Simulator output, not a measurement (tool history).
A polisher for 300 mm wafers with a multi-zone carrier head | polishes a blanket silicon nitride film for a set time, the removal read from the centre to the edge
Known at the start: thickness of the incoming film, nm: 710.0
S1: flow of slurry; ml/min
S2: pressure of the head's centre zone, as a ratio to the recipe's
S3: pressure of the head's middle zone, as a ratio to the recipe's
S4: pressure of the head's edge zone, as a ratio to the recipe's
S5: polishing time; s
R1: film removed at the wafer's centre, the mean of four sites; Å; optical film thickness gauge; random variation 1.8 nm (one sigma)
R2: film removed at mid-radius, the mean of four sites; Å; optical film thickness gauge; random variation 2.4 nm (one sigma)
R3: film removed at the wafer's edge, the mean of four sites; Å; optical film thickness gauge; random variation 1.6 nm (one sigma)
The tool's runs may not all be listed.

{"run": 1, "hour": 0.0, "S1": 225, "S2": 1, "S3": 1, "S4": 1, "S5": 77, "R1": 1012, "R2": 1087.3, "R3": 1099.9}
{"run": 2, "hour": 2.6, "S1": 265, "S2": 1, "S3": 1, "S4": 1, "S5": 77, "R1": 1037.2, "R2": 1140.2, "R3": 1113.3}
{"run": 3, "hour": 10.6, "S1": 265, "S2": 1, "S3": 1, "S4": 1, "S5": 92, "R1": 1241, "R2": 1341.7, "R3": 1331.7}
{"run": 4, "hour": 12.0, "S1": 270, "S2": 1, "S3": 1.01, "S4": 1.01, "S5": 93, "R1": 1273.1, "R2": 1349.9, "R3": 1344.5}
{"hour": 14.1, "done": "centre zone pressure recalibrated"}
{"run": 5, "hour": 14.1, "S1": 270, "S2": 1.07, "S3": 1.01, "S4": 1.01, "S5": 93, "R1": 1441, "R2": 1392.5, "R3": 1367.6}
{"run": 6, "hour": 16.8, "S1": 270, "S2": 1.07, "S3": 1.01, "S4": 1.05, "S5": 93, "R1": 1484.9, "R2": 1349.4, "R3": 1373.3}

Run 7 comes next. What will it give?
{"run": 7, "hour": 24.6, "S1": 270, "S2": 1.06, "S3": 1.02, "S4": 1.05, "S5": 94, "R1": "?", "R2": "?", "R3": "?"}

R1: 1472 Å
R2: 1373.4 Å
R3: 1391.4 Å
